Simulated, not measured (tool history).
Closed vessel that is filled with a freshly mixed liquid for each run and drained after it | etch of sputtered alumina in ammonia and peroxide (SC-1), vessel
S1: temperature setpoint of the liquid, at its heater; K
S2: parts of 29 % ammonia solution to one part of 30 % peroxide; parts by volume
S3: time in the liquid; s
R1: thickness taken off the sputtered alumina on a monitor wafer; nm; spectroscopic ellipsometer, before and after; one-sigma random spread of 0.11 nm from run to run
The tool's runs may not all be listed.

run 1 day=0.000 | S1=331.15 S2=0.90 S3=135 | R1=10.3100
run 2 day=0.150 | S1=331.15 S2=0.60 S3=135 | R1=9.8538
run 3 day=0.279 | S1=327.15 S2=0.60 S3=135 | R1=7.8350
run 4 day=0.508 | S1=328.65 S2=0.60 S3=135 | R1=8.4343
run 5 day=0.838 | S1=329.65 S2=0.60 S3=135 | R1=9.0657
run 6 day=1.112 | S1=323.65 S2=0.60 S3=135 | R1=6.5856
run 7 day=1.258 | S1=331.65 S2=0.65 S3=135 | R1=10.3090

What will run 8 give?
run 8 day=1.538 | S1=332.15 S2=0.65 S3=135 | R1=?

{"run 8": {"R1": 10.345}}
